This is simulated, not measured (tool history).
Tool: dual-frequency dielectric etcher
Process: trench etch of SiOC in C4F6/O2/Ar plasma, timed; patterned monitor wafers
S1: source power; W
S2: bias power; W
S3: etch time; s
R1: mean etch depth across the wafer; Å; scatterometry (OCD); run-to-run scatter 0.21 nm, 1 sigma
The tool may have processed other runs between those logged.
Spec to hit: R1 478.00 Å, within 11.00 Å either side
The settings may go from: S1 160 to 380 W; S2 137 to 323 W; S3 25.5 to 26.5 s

| run | hour | S1 | S2 | S3 | R1 |
|---|---|---|---|---|---|
| 1 | 0.0 | 270 | 230 | 25.5 | 550.40 |
| 2 | 1.4 | 270 | 230 | 25.5 | 550.63 |
| 3 | 9.2 | 270 | 262 | 25.5 | 570.46 |
| 4 | 14.6 | 270 | 262 | 25.5 | 564.17 |
| 5 | 20.3 | 240 | 254 | 25.5 | 523.59 |
| 6 | 26.5 | 240 | 254 | 26.5 | 551.24 |
|  | 27.7 | source power generator calibrated |
| 7 | 27.7 | 230 | 252 | 26.5 | 544.61 |
| 8 | 33.5 | 220 | 249 | 26.5 | 525.06 |
| 9 | 35.0 | 210 | 247 | 26.5 | 511.90 |
| 10 | 41.4 | 200 | 246 | 26.5 | 493.43 |
| 11 | 46.1 | 180 | 244 | 26.5 | 456.91 |

Which one of the following 5 next-run settings gets every result inside its allowed miss? There is exactly one.
| A | 50.8 | 170 | 286 | 26.5 | ? |
| B | 50.8 | 180 | 205 | 26.0 | ? |
| C | 50.8 | 180 | 255 | 26.0 | ? |
| D | 50.8 | 170 | 263 | 26.0 | ? |
| E | 50.8 | 200 | 236 | 26.0 | ? |

| move | R1 |
|---|---|
| A | 451.00 |
| B | 428.02 |
| C | 453.49 |
| D | 432.12 |
| E | 479.77 |
A: misses by more than the last run did
B: misses by more than the last run did
C: misses by more than the last run did
D: misses by more than the last run did
E: all results land within tolerance of their targets
E meets every target.

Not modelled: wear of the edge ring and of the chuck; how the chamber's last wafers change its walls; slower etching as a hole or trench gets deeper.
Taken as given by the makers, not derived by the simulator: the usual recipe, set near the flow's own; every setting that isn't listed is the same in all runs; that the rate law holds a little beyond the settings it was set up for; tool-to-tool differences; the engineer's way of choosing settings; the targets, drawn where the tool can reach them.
